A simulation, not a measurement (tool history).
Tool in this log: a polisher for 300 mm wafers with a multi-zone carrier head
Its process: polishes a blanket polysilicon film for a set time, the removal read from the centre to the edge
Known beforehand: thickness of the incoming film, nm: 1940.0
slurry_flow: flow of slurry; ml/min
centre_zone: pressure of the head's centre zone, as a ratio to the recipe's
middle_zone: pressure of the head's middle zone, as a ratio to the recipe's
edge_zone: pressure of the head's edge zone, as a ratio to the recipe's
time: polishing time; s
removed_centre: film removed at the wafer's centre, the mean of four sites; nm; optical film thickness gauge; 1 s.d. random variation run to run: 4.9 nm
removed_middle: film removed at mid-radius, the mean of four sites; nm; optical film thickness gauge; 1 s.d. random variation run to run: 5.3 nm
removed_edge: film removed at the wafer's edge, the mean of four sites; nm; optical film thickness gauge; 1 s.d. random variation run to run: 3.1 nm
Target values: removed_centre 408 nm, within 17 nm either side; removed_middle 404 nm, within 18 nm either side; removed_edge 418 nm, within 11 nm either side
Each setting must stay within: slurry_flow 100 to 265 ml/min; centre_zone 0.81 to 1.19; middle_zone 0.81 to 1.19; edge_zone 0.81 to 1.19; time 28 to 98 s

run,hour,slurry_flow,centre_zone,middle_zone,edge_zone,time,removed_centre,removed_middle,removed_edge
1,0,170,1,1,1,63,573.53,555.44,571.89
2,6.5,170,1,1,1.05,63,575,575.95,578.07
3,9.2,170,1,0.96,1.05,63,572.36,548.04,568.05
4,17,170,0.99,0.96,1.03,59,536.89,522.92,540.82
5,18.8,215,0.99,0.96,1.03,59,567.59,535.1,548.84
6,26.8,215,0.99,1.02,1.03,59,558.75,568.41,543.72
7,29.8,210,0.98,1,1.02,55,500.4,509.78,512.64
8,38.6,210,0.99,1,1,52,493.31,487.98,475.66

Consider the 4 candidate settings below. Which is the only one whose results all fall within their allowed miss of target?
A,47.4,180,0.94,0.92,0.96,47,?,?,?
B,47.4,215,0.85,0.99,0.98,69,?,?,?
C,47.4,195,0.96,0.87,0.97,45,?,?,?
D,47.4,180,0.81,0.89,1.11,54,?,?,?

move,removed_centre,removed_middle,removed_edge
A,402.88,396.25,419.04
B,547.65,632.27,630.57
C,398.29,365.78,406.41
D,398.26,443.1,517.21
A: meets every target
B: its largest miss is bigger than the last run's
C: pushes the last run's worst result past its target
D: its largest miss is bigger than the last run's
The move that meets every target is A.
